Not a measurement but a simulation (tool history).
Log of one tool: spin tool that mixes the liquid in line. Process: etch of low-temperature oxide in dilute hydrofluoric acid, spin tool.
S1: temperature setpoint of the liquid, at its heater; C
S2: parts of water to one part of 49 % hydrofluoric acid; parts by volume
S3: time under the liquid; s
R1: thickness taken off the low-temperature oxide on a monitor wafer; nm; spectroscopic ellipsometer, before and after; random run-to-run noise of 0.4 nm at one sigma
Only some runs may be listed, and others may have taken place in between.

Run 1, hour 0.0: S1 20.0 C, S2 75 parts by volume, S3 45 s. Result: R1 15.776 nm.
Run 2, hour 4.1: S1 21.5 C, S2 60 parts by volume, S3 45 s. Result: R1 21.616 nm.
Run 3, hour 6.2: S1 21.5 C, S2 90 parts by volume, S3 45 s. Result: R1 13.724 nm.
Run 4, hour 11.9: S1 21.5 C, S2 90 parts by volume, S3 45 s. Result: R1 13.842 nm.
Run 5, hour 19.6: S1 23.0 C, S2 75 parts by volume, S3 45 s. Result: R1 18.124 nm.
Run 6, hour 21.0: S1 23.0 C, S2 75 parts by volume, S3 50 s. Result: R1 19.761 nm.
Run 7, hour 21.7: S1 24.0 C, S2 65 parts by volume, S3 50 s. Result: R1 24.412 nm.

Estimate the outcome of run 8 from the log above:
Run 8, hour 27.7: S1 25.0 C, S2 55 parts by volume, S3 50 s. Result: R1 ?.

R1: 30.262 nm
